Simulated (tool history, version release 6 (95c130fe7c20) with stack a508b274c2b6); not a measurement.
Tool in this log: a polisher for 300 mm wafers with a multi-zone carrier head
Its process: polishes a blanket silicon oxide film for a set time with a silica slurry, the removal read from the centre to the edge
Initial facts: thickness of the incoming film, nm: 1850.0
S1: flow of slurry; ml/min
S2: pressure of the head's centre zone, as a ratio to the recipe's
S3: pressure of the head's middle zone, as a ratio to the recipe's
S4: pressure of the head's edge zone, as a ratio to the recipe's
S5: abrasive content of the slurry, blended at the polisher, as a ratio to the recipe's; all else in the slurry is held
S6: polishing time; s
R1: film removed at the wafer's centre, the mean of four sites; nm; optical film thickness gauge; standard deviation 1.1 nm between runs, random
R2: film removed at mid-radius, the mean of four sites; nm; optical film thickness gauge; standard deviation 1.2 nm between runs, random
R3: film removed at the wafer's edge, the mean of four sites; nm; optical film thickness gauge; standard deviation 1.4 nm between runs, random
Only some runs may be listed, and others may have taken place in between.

{"run": 1, "hour": 0.0, "S1": 195, "S2": 1, "S3": 1, "S4": 1, "S5": 1, "S6": 37, "R1": 101.98, "R2": 98.723, "R3": 104.51}
{"run": 2, "hour": 1.8, "S1": 195, "S2": 1, "S3": 1, "S4": 0.95, "S5": 1, "S6": 37, "R1": 100.84, "R2": 98.44, "R3": 101.26}
{"run": 3, "hour": 4.3, "S1": 195, "S2": 1, "S3": 1, "S4": 0.95, "S5": 1.1, "S6": 37, "R1": 105.07, "R2": 102.61, "R3": 103.68}
{"run": 4, "hour": 11.0, "S1": 205, "S2": 1.01, "S3": 1.01, "S4": 1.02, "S5": 1.25, "S6": 39, "R1": 116.17, "R2": 113.8, "R3": 117.94}
{"run": 5, "hour": 13.1, "S1": 255, "S2": 1.01, "S3": 1.01, "S4": 1.02, "S5": 1.25, "S6": 39, "R1": 120.97, "R2": 116.83, "R3": 121.03}
{"run": 6, "hour": 14.4, "S1": 255, "S2": 1.03, "S3": 1.02, "S4": 1.06, "S5": 1.35, "S6": 41, "R1": 132.02, "R2": 128.65, "R3": 132.59}
{"run": 7, "hour": 23.2, "S1": 255, "S2": 1.05, "S3": 1.01, "S4": 1.09, "S5": 1.4, "S6": 42, "R1": 140.22, "R2": 129.46, "R3": 136.39}

For run 8, what comes out?
{"hour": 31.3, "done": "slurry nozzle cleaned"}
{"run": 8, "hour": 31.3, "S1": 270, "S2": 1.03, "S3": 1.02, "S4": 1.16, "S5": 1.5, "S6": 47, "R1": "?", "R2": "?", "R3": "?"}

{"run 8": {"R1": 164.74, "R2": 155.49, "R3": 168.77}}

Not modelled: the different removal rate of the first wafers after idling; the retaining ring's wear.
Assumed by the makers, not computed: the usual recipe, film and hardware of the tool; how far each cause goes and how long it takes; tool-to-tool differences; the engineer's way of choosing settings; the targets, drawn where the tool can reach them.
